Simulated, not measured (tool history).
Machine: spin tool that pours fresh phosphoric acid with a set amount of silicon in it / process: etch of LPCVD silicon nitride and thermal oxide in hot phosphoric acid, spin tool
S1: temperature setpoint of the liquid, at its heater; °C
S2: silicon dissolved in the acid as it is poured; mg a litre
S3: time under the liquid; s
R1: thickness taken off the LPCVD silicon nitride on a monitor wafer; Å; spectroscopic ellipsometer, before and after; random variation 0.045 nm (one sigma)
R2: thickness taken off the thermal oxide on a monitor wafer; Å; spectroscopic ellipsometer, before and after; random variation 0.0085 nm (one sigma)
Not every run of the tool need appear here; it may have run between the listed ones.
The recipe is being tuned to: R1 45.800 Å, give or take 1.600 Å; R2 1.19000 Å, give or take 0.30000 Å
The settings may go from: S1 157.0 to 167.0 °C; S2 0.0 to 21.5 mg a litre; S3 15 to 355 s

| run | hour | S1 | S2 | S3 | R1 | R2 |
|---|---|---|---|---|---|---|
| 1 | 0.0 | 162.0 | 9.5 | 180 | 164.100 | 4.79100 |
| 2 | 7.1 | 161.0 | 10.0 | 150 | 130.360 | 3.73990 |
| 3 | 13.2 | 160.5 | 11.5 | 125 | 108.260 | 2.72430 |
| 4 | 22.1 | 159.0 | 11.5 | 125 | 100.530 | 2.44200 |
| 5 | 28.6 | 159.0 | 16.5 | 125 | 102.390 | 2.39410 |
| 6 | 32.4 | 159.0 | 20.5 | 125 | 102.410 | 2.04830 |
| 7 | 34.9 | 158.5 | 18.5 | 105 | 84.117 | 1.74050 |
| 8 | 43.2 | 157.0 | 12.5 | 25 | 19.454 | 0.44810 |
| 9 | 51.3 | 159.5 | 14.0 | 20 | 16.503 | 0.40301 |
| 10 | 56.0 | 159.5 | 14.0 | 30 | 25.234 | 0.67460 |
| 11 | 56.8 | 160.0 | 15.5 | 35 | 29.776 | 0.66903 |
| 12 | 64.1 | 161.0 | 15.5 | 35 | 30.928 | 0.73812 |
| 13 | 71.6 | 163.5 | 19.0 | 95 | 89.568 | 2.05120 |
| 14 | 76.7 | 162.5 | 17.5 | 95 | 87.299 | 2.14900 |

Consider the 4 candidate settings below. Which is the only one whose results all fall within their allowed miss of target?
| A | 81.8 | 161.5 | 16.5 | 55 | ? | ? |
| B | 81.8 | 162.0 | 19.0 | 55 | ? | ? |
| C | 81.8 | 166.0 | 21.0 | 45 | ? | ? |
| D | 81.8 | 162.5 | 20.0 | 55 | ? | ? |

| move | R1 | R2 |
|---|---|---|
| A | 49.506 | 1.17160 |
| B | 50.337 | 1.13650 |
| C | 46.992 | 1.17480 |
| D | 51.181 | 1.14620 |
A: closer than the last run, but not yet in spec
B: closer than the last run, but not yet in spec
C: hits every target within its allowed miss
D: closer than the last run, but not yet in spec
Move C is the one to make.
